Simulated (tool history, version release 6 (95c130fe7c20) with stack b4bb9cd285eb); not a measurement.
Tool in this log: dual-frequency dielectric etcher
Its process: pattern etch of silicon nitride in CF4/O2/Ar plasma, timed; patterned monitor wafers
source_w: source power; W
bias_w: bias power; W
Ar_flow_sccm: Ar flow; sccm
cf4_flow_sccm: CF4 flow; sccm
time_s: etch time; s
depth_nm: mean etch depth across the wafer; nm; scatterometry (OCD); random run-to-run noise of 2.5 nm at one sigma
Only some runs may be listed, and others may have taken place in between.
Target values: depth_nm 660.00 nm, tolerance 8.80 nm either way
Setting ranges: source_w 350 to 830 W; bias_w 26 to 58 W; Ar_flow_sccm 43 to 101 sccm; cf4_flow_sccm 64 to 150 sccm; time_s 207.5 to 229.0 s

run	hour	source_w	bias_w	Ar_flow_sccm	cf4_flow_sccm	time_s	depth_nm
1	0.0	590	42	72	107	229.0	501.39
2	5.1	650	42	72	107	229.0	548.22
3	8.7	690	42	72	107	229.0	588.34
4	12.9	690	42	72	99	229.0	576.44
5	14.4	720	42	72	99	229.0	605.16
6	21.3	720	42	83	99	229.0	594.81
7	30.4	740	42	83	99	229.0	613.40
8	37.2	750	42	83	99	229.0	623.16
9	40.6	760	42	83	99	229.0	629.02

Which of these 5 next moves meets every target?
A	44.0	820	48	83	104	214.0	?
B	44.0	780	45	86	83	229.0	?
C	44.0	800	39	79	91	229.0	?
D	44.0	810	43	65	111	210.0	?
E	44.0	690	45	81	108	229.0	?

move	depth_nm
A	662.25
B	641.18
C	644.96
D	640.31
E	594.04
A: meets every target
B: closes in on the targets versus the last run, not all within tolerance yet
C: closes in on the targets versus the last run, not all within tolerance yet
D: closes in on the targets versus the last run, not all within tolerance yet
E: misses by more than the last run did
A is the move that brings every result within its allowed miss.
